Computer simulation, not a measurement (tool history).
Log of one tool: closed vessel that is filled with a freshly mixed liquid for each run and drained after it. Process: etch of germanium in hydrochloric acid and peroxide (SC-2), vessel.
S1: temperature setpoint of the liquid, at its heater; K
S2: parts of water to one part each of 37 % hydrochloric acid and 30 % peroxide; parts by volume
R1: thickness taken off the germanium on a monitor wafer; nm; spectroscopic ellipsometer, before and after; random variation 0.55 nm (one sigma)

{"run": 1, "hour": 0.0, "S1": 320.15, "S2": 10.5, "time in the liquid (s)": 30, "R1": 76.246}
{"run": 2, "hour": 6.4, "S1": 318.15, "S2": 10.5, "time in the liquid (s)": 30, "R1": 71.063}
{"run": 3, "hour": 14.3, "S1": 316.65, "S2": 10.5, "time in the liquid (s)": 30, "R1": 67.761}
{"run": 4, "hour": 22.9, "S1": 315.65, "S2": 10.5, "time in the liquid (s)": 30, "R1": 64.72}
{"run": 5, "hour": 31.1, "S1": 321.65, "S2": 10.5, "time in the liquid (s)": 30, "R1": 79.371}
{"run": 6, "hour": 33.3, "S1": 319.65, "S2": 10.5, "time in the liquid (s)": 30, "R1": 73.767}
{"run": 7, "hour": 39.7, "S1": 318.15, "S2": 10.5, "time in the liquid (s)": 30, "R1": 69.6}
{"run": 8, "hour": 47.7, "S1": 317.15, "S2": 10.5, "time in the liquid (s)": 30, "R1": 67.664}
{"run": 9, "hour": 48.7, "S1": 316.15, "S2": 10.5, "time in the liquid (s)": 30, "R1": 66.524}
{"run": 10, "hour": 51.0, "S1": 315.15, "S2": 10.5, "time in the liquid (s)": 30, "R1": 64.405}

Forecast run 11:
{"run": 11, "hour": 58.5, "S1": 314.15, "S2": 10.5, "time in the liquid (s)": 30, "R1": "?"}

Run 11 gave R1 62.48 nm.

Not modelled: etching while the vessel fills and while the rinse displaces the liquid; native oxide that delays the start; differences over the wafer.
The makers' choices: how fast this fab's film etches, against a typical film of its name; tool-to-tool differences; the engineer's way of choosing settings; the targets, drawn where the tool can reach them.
